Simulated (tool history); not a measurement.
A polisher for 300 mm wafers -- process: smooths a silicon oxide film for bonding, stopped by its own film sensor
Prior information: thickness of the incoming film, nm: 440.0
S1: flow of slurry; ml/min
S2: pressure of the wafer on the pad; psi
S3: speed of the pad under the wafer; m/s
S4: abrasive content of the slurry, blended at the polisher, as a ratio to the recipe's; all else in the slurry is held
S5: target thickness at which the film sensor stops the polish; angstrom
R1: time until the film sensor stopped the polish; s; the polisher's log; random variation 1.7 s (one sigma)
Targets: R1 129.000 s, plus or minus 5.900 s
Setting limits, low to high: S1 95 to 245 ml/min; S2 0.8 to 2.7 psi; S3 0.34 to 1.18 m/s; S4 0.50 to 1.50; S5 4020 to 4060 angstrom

run  hour   S1   S2    S3    S4    S5       R1
  1   0.0  155  1.7  0.76  1.00  4020   77.705
  2   1.3  155  1.4  0.76  1.00  4020   94.799
  3   9.5  155  1.3  0.76  1.00  4020  100.150
  4  17.8  155  1.3  0.92  1.00  4020   92.937
     19.7  -- worn pad replaced by a new one
  5  19.7  155  1.1  0.92  1.00  4020  100.210
  6  26.4  120  1.1  0.92  1.00  4020  102.380
  7  34.2  120  1.0  0.90  1.00  4020  119.260
  8  42.6  115  1.0  0.90  1.00  4020  117.540

Which single option among these 4 for the next run brings every result within its allowed miss of target? Just one does.
  A  51.0  105  1.2  0.90  1.00  4030   ?
  B  51.0  115  0.9  0.96  0.90  4030   ?
  C  51.0  125  1.0  0.86  1.05  4030   ?
  D  51.0  110  1.2  0.72  0.85  4060   ?

move       R1
   A   99.753
   B  127.870
   C  114.650
   D  110.880
A: further off than the last run
B: all results in spec
C: further off than the last run
D: further off than the last run
Go with B: it meets all targets.
